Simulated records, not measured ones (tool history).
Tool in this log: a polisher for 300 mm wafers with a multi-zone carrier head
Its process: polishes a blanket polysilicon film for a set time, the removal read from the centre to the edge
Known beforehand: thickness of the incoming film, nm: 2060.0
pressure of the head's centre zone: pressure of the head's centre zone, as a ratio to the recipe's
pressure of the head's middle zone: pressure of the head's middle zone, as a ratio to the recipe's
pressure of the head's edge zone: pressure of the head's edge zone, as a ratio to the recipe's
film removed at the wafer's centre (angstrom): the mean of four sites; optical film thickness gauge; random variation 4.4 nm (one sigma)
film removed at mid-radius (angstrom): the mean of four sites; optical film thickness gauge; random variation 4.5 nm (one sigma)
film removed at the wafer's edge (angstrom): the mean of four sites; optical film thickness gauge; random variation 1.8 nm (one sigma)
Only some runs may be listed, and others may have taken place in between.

run    day  flow of slurry (ml/min)  pressure of the head's centre zone  pressure of the head's middle zone  pressure of the head's edge zone  polishing time (s)  film removed at the wafer's centre (angstrom)  film removed at mid-radius (angstrom)  film removed at the wafer's edge (angstrom)
  1  0.000                      190                                1.00                                1.00                              1.00                  31                                         2314.0                                 2294.0                                       2383.5
  2  0.208                      190                                1.00                                1.00                              0.93                  31                                         2301.0                                 2226.4                                       2332.0
  3  0.367                      190                                1.00                                1.00                              0.93                  28                                         2092.3                                 2039.1                                       2099.7
  4  0.600                      195                                1.02                                1.02                              0.95                  29                                         2201.6                                 2167.1                                       2198.4
  5  0.896                      225                                1.02                                1.02                              0.95                  29                                         2295.4                                 2247.4                                       2219.6
  6  1.038                      230                                1.03                                1.03                              0.96                  30                                         2344.0                                 2321.0                                       2262.4
  7  1.379                      235                                1.04                                1.04                              0.97                  31                                         2426.5                                 2461.9                                       2377.9

Run 8, settings as shown, results not yet in. Your forecast:
  8  1.700                      235                                1.04                                1.04                              0.97                  31                                              ?                                      ?                                            ?

{"run 8": {"film removed at the wafer's centre (angstrom)": 2420.8, "film removed at mid-radius (angstrom)": 2467.9, "film removed at the wafer's edge (angstrom)": 2383.5}}

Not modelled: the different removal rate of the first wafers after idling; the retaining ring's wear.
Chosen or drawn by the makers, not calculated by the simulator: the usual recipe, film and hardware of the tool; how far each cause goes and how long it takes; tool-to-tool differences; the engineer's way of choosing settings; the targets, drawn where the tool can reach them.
